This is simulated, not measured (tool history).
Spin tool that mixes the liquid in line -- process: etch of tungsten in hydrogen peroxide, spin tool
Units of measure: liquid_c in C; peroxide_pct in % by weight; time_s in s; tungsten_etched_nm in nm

{"run": 1, "hour": 0.0, "liquid_c": 56, "peroxide_pct": 24, "time_s": 45, "tungsten_etched_nm": 80.07}
{"run": 2, "hour": 7.1, "liquid_c": 56, "peroxide_pct": 24, "time_s": 50, "tungsten_etched_nm": 89.407}
{"run": 3, "hour": 13.1, "liquid_c": 56, "peroxide_pct": 21, "time_s": 50, "tungsten_etched_nm": 83.635}
{"run": 4, "hour": 18.1, "liquid_c": 54, "peroxide_pct": 21, "time_s": 50, "tungsten_etched_nm": 74.067}
{"run": 5, "hour": 26.0, "liquid_c": 54, "peroxide_pct": 17, "time_s": 50, "tungsten_etched_nm": 66.665}
{"run": 6, "hour": 33.7, "liquid_c": 54, "peroxide_pct": 17, "time_s": 45, "tungsten_etched_nm": 59.435}
{"run": 7, "hour": 38.3, "liquid_c": 50, "peroxide_pct": 17, "time_s": 45, "tungsten_etched_nm": 47.243}

Predict the results of run 8:
{"run": 8, "hour": 46.6, "liquid_c": 50, "peroxide_pct": 17, "time_s": 45, "tungsten_etched_nm": "?"}

tungsten_etched_nm: 47.206 nm

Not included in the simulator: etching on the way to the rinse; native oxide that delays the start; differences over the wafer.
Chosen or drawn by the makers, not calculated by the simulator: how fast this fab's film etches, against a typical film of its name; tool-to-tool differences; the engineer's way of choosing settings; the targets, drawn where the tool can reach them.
